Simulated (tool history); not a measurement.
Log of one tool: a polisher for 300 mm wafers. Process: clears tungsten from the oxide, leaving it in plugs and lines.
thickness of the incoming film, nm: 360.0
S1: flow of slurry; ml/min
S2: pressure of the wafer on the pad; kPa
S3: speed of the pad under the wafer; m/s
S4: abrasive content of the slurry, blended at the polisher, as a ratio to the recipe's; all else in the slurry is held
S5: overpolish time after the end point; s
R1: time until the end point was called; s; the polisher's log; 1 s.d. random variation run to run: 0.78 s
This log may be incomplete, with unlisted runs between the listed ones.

run,hour,S1,S2,S3,S4,S5,R1
1,0,200,17.9,1.26,1,15,77.092
2,5.3,200,13.8,1.26,1,15,99.454
3,9.1,200,13.8,1.26,1,12,97.034
4,13.9,200,13.8,1.26,1,15,102.03
5,20.2,200,11.7,1.26,1,15,114.28
6,25.3,200,11.7,1.08,1,15,137.06
7,25.9,200,11.7,1.08,1,15,131.31
8,28.6,200,13.8,1.1,1,15,112.06

Expected results for the next run?
9,33.8,200,15.2,1.12,1,15,?

Run 9 gave R1 100.71 s.

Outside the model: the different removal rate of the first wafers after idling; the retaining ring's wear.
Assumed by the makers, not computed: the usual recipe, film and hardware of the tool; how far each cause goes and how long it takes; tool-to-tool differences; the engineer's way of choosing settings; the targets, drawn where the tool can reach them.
